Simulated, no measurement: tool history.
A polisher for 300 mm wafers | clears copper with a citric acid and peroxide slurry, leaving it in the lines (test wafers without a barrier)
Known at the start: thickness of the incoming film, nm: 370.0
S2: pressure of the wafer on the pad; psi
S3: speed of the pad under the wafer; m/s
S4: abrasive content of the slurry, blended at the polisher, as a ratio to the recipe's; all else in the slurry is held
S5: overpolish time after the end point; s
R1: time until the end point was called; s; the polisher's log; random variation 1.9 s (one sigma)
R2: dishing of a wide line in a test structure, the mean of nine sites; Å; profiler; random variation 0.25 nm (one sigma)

run 1 hour=0.0 | flow_of_slurry_(ml/min)=200 S2=3.8 S3=1.42 S4=1.0 S5=12 | R1=102.960 R2=327.39
run 2 hour=8.9 | flow_of_slurry_(ml/min)=250 S2=3.8 S3=1.42 S4=1.0 S5=12 | R1=99.343 R2=334.73
run 3 hour=12.7 | flow_of_slurry_(ml/min)=250 S2=3.5 S3=1.42 S4=1.0 S5=12 | R1=110.840 R2=309.64
run 4 hour=13.3 | flow_of_slurry_(ml/min)=250 S2=3.3 S3=1.42 S4=1.0 S5=12 | R1=117.840 R2=290.45
run 5 hour=17.9 | flow_of_slurry_(ml/min)=250 S2=3.3 S3=1.42 S4=1.0 S5=15 | R1=116.050 R2=356.80
run 6 hour=23.2 | flow_of_slurry_(ml/min)=250 S2=3.2 S3=1.42 S4=1.0 S5=14 | R1=120.630 R2=328.41
run 7 hour=28.2 | flow_of_slurry_(ml/min)=250 S2=3.2 S3=1.42 S4=1.0 S5=14 | R1=118.260 R2=324.07
run 8 hour=35.9 | flow_of_slurry_(ml/min)=250 S2=3.2 S3=1.42 S4=1.0 S5=14 | R1=119.530 R2=330.88

Run 9 comes next. What will it give?
run 9 hour=43.6 | flow_of_slurry_(ml/min)=250 S2=3.1 S3=1.42 S4=1.0 S5=13 | R1=? R2=?

{"run 9": {"R1": 120.86, "R2": 303.71}}
